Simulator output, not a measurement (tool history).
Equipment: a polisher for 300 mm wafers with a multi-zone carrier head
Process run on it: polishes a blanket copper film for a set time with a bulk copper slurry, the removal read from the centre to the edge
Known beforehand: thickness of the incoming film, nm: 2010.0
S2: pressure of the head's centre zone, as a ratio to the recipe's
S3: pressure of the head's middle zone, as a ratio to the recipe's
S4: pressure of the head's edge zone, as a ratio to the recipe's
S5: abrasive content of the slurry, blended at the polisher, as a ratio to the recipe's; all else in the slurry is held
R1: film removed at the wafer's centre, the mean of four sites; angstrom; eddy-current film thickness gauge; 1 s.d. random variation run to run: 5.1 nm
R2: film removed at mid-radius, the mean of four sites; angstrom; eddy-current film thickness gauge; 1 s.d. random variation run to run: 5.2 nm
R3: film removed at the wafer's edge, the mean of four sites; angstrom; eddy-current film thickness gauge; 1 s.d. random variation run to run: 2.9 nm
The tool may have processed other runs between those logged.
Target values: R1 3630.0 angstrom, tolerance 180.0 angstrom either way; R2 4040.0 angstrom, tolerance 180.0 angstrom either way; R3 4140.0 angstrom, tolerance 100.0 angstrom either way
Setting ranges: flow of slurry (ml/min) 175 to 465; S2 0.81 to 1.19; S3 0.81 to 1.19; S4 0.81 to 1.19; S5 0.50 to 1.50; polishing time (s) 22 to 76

{"run": 1, "day": 0.0, "flow of slurry (ml/min)": 295, "S2": 1.0, "S3": 1.0, "S4": 1.0, "S5": 1.0, "polishing time (s)": 49, "R1": 6124.7, "R2": 6056.9, "R3": 6299.5}
{"run": 2, "day": 0.088, "flow of slurry (ml/min)": 290, "S2": 0.97, "S3": 0.99, "S4": 0.98, "S5": 0.9, "polishing time (s)": 47, "R1": 5402.5, "R2": 5693.9, "R3": 5815.4}
{"run": 3, "day": 0.267, "flow of slurry (ml/min)": 290, "S2": 0.97, "S3": 0.99, "S4": 0.92, "S5": 0.9, "polishing time (s)": 47, "R1": 5559.2, "R2": 5727.8, "R3": 5677.7}
{"run": 4, "day": 0.567, "flow of slurry (ml/min)": 290, "S2": 1.04, "S3": 0.99, "S4": 0.92, "S5": 0.9, "polishing time (s)": 47, "R1": 5743.8, "R2": 5649.4, "R3": 5689.3}
{"run": 5, "day": 0.875, "flow of slurry (ml/min)": 290, "S2": 1.04, "S3": 0.99, "S4": 1.01, "S5": 0.9, "polishing time (s)": 47, "R1": 5930.3, "R2": 5776.0, "R3": 5900.9}
{"run": 6, "day": 1.233, "flow of slurry (ml/min)": 355, "S2": 1.04, "S3": 0.99, "S4": 1.01, "S5": 0.9, "polishing time (s)": 47, "R1": 5978.4, "R2": 5673.2, "R3": 6060.9}
{"run": 7, "day": 1.542, "flow of slurry (ml/min)": 350, "S2": 1.01, "S3": 0.97, "S4": 0.98, "S5": 0.85, "polishing time (s)": 45, "R1": 5519.1, "R2": 5271.1, "R3": 5563.3}
{"run": 8, "day": 1.725, "flow of slurry (ml/min)": 345, "S2": 0.98, "S3": 0.96, "S4": 0.97, "S5": 0.8, "polishing time (s)": 44, "R1": 5247.5, "R2": 5086.7, "R3": 5372.3}
{"run": 9, "day": 1.812, "flow of slurry (ml/min)": 335, "S2": 0.95, "S3": 0.95, "S4": 0.96, "S5": 0.75, "polishing time (s)": 43, "R1": 4870.8, "R2": 4731.8, "R3": 5113.5}
{"run": 10, "day": 1.962, "flow of slurry (ml/min)": 325, "S2": 0.93, "S3": 0.95, "S4": 0.94, "S5": 0.7, "polishing time (s)": 42, "R1": 4601.8, "R2": 4685.2, "R3": 4992.1}
{"run": 11, "day": 2.096, "flow of slurry (ml/min)": 320, "S2": 0.92, "S3": 0.95, "S4": 0.92, "S5": 0.65, "polishing time (s)": 41, "R1": 4340.5, "R2": 4481.0, "R3": 4663.6}
{"run": 12, "day": 2.375, "flow of slurry (ml/min)": 315, "S2": 0.9, "S3": 0.94, "S4": 0.91, "S5": 0.6, "polishing time (s)": 41, "R1": 4304.5, "R2": 4480.5, "R3": 4600.1}
{"run": 13, "day": 2.533, "flow of slurry (ml/min)": 310, "S2": 0.88, "S3": 0.94, "S4": 0.91, "S5": 0.6, "polishing time (s)": 40, "R1": 4021.3, "R2": 4281.4, "R3": 4491.5}
{"run": 14, "day": 2.9, "flow of slurry (ml/min)": 305, "S2": 0.87, "S3": 0.94, "S4": 0.9, "S5": 0.6, "polishing time (s)": 40, "R1": 4135.3, "R2": 4349.2, "R3": 4482.2}
{"run": 15, "day": 2.979, "flow of slurry (ml/min)": 300, "S2": 0.86, "S3": 0.94, "S4": 0.9, "S5": 0.6, "polishing time (s)": 40, "R1": 4018.1, "R2": 4316.4, "R3": 4467.1}
{"run": 16, "day": 3.312, "flow of slurry (ml/min)": 295, "S2": 0.85, "S3": 0.94, "S4": 0.89, "S5": 0.6, "polishing time (s)": 40, "R1": 3982.2, "R2": 4354.9, "R3": 4415.7}
{"run": 17, "day": 3.658, "flow of slurry (ml/min)": 295, "S2": 0.85, "S3": 0.94, "S4": 0.89, "S5": 0.6, "polishing time (s)": 40, "R1": 3963.4, "R2": 4230.5, "R3": 4444.4}
{"run": 18, "day": 3.95, "flow of slurry (ml/min)": 290, "S2": 0.84, "S3": 0.94, "S4": 0.88, "S5": 0.6, "polishing time (s)": 40, "R1": 3963.9, "R2": 4159.9, "R3": 4434.1}
{"run": 19, "day": 4.046, "flow of slurry (ml/min)": 290, "S2": 0.83, "S3": 0.94, "S4": 0.88, "S5": 0.6, "polishing time (s)": 40, "R1": 3909.4, "R2": 4180.6, "R3": 4388.5}
{"run": 20, "day": 4.358, "flow of slurry (ml/min)": 285, "S2": 0.83, "S3": 0.94, "S4": 0.88, "S5": 0.6, "polishing time (s)": 40, "R1": 3798.3, "R2": 4253.4, "R3": 4324.8}
{"run": 21, "day": 4.658, "flow of slurry (ml/min)": 280, "S2": 0.83, "S3": 0.93, "S4": 0.87, "S5": 0.6, "polishing time (s)": 40, "R1": 3859.3, "R2": 4102.5, "R3": 4370.2}
{"run": 22, "day": 4.733, "flow of slurry (ml/min)": 275, "S2": 0.83, "S3": 0.93, "S4": 0.87, "S5": 0.6, "polishing time (s)": 40, "R1": 3814.5, "R2": 4182.1, "R3": 4349.5}
{"run": 23, "day": 5.075, "flow of slurry (ml/min)": 270, "S2": 0.83, "S3": 0.93, "S4": 0.86, "S5": 0.6, "polishing time (s)": 40, "R1": 3773.4, "R2": 4161.6, "R3": 4327.2}
{"run": 24, "day": 5.375, "flow of slurry (ml/min)": 270, "S2": 0.83, "S3": 0.93, "S4": 0.85, "S5": 0.6, "polishing time (s)": 40, "R1": 3851.5, "R2": 4224.7, "R3": 4315.0}
{"run": 25, "day": 5.746, "flow of slurry (ml/min)": 245, "S2": 0.81, "S3": 0.92, "S4": 0.84, "S5": 0.5, "polishing time (s)": 39, "R1": 3560.0, "R2": 3925.4, "R3": 4056.5}

Next run, 5 choices. One meets every target within its allowed miss, the rest don't. Which?
{"run": "A", "day": 6.117, "flow of slurry (ml/min)": 290, "S2": 0.86, "S3": 0.95, "S4": 0.83, "S5": 0.6, "polishing time (s)": 36, "R1": "?", "R2": "?", "R3": "?"}
{"run": "B", "day": 6.117, "flow of slurry (ml/min)": 285, "S2": 0.83, "S3": 0.81, "S4": 0.86, "S5": 0.55, "polishing time (s)": 38, "R1": "?", "R2": "?", "R3": "?"}
{"run": "C", "day": 6.117, "flow of slurry (ml/min)": 195, "S2": 0.81, "S3": 0.91, "S4": 0.81, "S5": 0.6, "polishing time (s)": 41, "R1": "?", "R2": "?", "R3": "?"}
{"run": "D", "day": 6.117, "flow of slurry (ml/min)": 190, "S2": 0.83, "S3": 0.86, "S4": 0.91, "S5": 0.7, "polishing time (s)": 38, "R1": "?", "R2": "?", "R3": "?"}
{"run": "E", "day": 6.117, "flow of slurry (ml/min)": 270, "S2": 0.85, "S3": 0.95, "S4": 0.81, "S5": 0.65, "polishing time (s)": 37, "R1": "?", "R2": "?", "R3": "?"}

move=A R1=3550.3 R2=3920.4 R3=3868.3
move=B R1=3584.8 R2=3571.1 R3=4092.8
move=C R1=3627.8 R2=4075.6 R3=4182.9
move=D R1=3494.7 R2=3679.8 R3=4178.5
move=E R1=3630.5 R2=4049.4 R3=3960.6
A: moves away from the targets compared with the last run
B: corrects the largest miss of the last run, while another result sits out of spec
C: all results in spec
D: corrects the largest miss of the last run, while another result sits out of spec
E: moves away from the targets compared with the last run
The right move is C.
